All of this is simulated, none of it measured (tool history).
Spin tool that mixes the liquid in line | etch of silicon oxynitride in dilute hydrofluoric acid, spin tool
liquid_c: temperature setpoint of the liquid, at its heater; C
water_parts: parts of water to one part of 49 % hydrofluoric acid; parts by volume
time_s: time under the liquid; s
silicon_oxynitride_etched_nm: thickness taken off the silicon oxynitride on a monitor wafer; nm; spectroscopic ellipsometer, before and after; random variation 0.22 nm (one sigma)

run	hour	liquid_c	water_parts	time_s	silicon_oxynitride_etched_nm
1	0.0	25.0	70	260	10.151
2	6.8	25.0	60	260	12.151
3	12.8	23.0	60	260	10.978
4	17.4	23.0	40	260	16.970
5	26.2	23.0	40	280	18.276
6	27.9	23.0	20	280	37.075
7	36.7	21.5	20	280	33.828
8	38.1	20.5	20	280	32.555

Run 9 comes next. What will it give?
9	44.7	20.0	25	280	?

Run 9 gave silicon_oxynitride_etched_nm 25.315 nm.
